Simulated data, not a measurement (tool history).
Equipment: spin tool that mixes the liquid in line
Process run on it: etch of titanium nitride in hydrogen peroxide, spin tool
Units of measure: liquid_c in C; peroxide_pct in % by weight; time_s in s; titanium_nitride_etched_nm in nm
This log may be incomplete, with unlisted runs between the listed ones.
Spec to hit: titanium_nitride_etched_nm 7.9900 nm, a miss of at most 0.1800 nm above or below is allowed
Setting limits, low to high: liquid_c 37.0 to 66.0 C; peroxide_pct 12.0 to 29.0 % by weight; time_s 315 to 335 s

| run | hour | liquid_c | peroxide_pct | time_s | titanium_nitride_etched_nm |
|---|---|---|---|---|---|
| 1 | 0.0 | 53.0 | 19.5 | 315 | 19.0360 |
| 2 | 3.7 | 49.0 | 19.5 | 315 | 14.5180 |
| 3 | 10.8 | 52.0 | 19.5 | 315 | 18.0450 |
| 4 | 19.1 | 52.0 | 18.0 | 315 | 17.7020 |
| 5 | 22.6 | 52.0 | 18.0 | 335 | 18.7010 |
| 6 | 26.1 | 49.0 | 18.0 | 335 | 15.0050 |
| 7 | 31.5 | 49.0 | 18.0 | 335 | 15.0410 |
| 8 | 40.6 | 47.0 | 18.0 | 335 | 13.0730 |
| 9 | 42.6 | 45.5 | 18.0 | 335 | 11.6130 |
| 10 | 43.5 | 44.5 | 18.0 | 335 | 10.8450 |
| 11 | 45.6 | 43.5 | 18.0 | 335 | 9.9989 |
| 12 | 49.6 | 43.0 | 18.0 | 335 | 9.6291 |
| 13 | 50.9 | 40.0 | 18.0 | 335 | 7.5839 |

Of the 5 settings listed for the next run, only one would bring every result within its allowed miss of target. Which one?
| A | 52.2 | 39.5 | 20.0 | 335 | ? |
| B | 52.2 | 41.5 | 16.5 | 315 | ? |
| C | 52.2 | 40.0 | 17.0 | 330 | ? |
| D | 52.2 | 40.5 | 14.0 | 330 | ? |
| E | 52.2 | 39.0 | 18.0 | 330 | ? |

| move | titanium_nitride_etched_nm |
|---|---|
| A | 7.5693 |
| B | 7.9640 |
| C | 7.4853 |
| D | 7.4663 |
| E | 7.0141 |
A: neither nearer nor further off than the last run
B: all results land within tolerance of their targets
C: lands further from the targets than the last run did
D: lands further from the targets than the last run did
E: lands further from the targets than the last run did
Move B is the one to make.

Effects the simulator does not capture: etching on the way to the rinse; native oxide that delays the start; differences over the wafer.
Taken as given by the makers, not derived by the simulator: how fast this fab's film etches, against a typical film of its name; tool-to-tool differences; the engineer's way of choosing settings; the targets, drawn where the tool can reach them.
